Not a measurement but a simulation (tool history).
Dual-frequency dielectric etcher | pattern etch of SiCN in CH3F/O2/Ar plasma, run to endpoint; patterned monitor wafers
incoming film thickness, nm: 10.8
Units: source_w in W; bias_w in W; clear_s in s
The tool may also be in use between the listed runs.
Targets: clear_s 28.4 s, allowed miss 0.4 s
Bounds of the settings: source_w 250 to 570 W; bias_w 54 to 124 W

Run 1, hour 0: source_w 410 W, bias_w 89 W. Result: clear_s 25.384 s.
Run 2, hour 4.3: source_w 380 W, bias_w 88 W. Result: clear_s 25.736 s.
Run 3, hour 6.9: source_w 350 W, bias_w 85 W. Result: clear_s 26.699 s.
Run 4, hour 13: source_w 350 W, bias_w 69 W. Result: clear_s 29.72 s.
Run 5, hour 18.4: source_w 370 W, bias_w 69 W. Result: clear_s 29.188 s.
Run 6, hour 23.8: source_w 320 W, bias_w 69 W. Result: clear_s 29.983 s.
Run 7, hour 27.4: source_w 340 W, bias_w 70 W. Result: clear_s 29.334 s.
Run 8, hour 29: source_w 350 W, bias_w 70 W. Result: clear_s 29.213 s.
Run 9, hour 30.3: source_w 360 W, bias_w 70 W. Result: clear_s 29.209 s.
Run 10, hour 37.5: source_w 370 W, bias_w 70 W. Result: clear_s 28.827 s.

Which of these 5 next moves meets every target?
Run A, hour 44.7: source_w 370 W, bias_w 78 W. Result: clear_s ?.
Run B, hour 44.7: source_w 390 W, bias_w 78 W. Result: clear_s ?.
Run C, hour 44.7: source_w 400 W, bias_w 66 W. Result: clear_s ?.
Run D, hour 44.7: source_w 330 W, bias_w 83 W. Result: clear_s ?.
Run E, hour 44.7: source_w 320 W, bias_w 77 W. Result: clear_s ?.

move  clear_s
   A   27.242
   B   26.949
   C    29.03
   D   27.051
   E   28.202
A: takes the result that was furthest off past its target
B: takes the result that was furthest off past its target
C: further off than the last run
D: takes the result that was furthest off past its target
E: meets every target
Answer: E

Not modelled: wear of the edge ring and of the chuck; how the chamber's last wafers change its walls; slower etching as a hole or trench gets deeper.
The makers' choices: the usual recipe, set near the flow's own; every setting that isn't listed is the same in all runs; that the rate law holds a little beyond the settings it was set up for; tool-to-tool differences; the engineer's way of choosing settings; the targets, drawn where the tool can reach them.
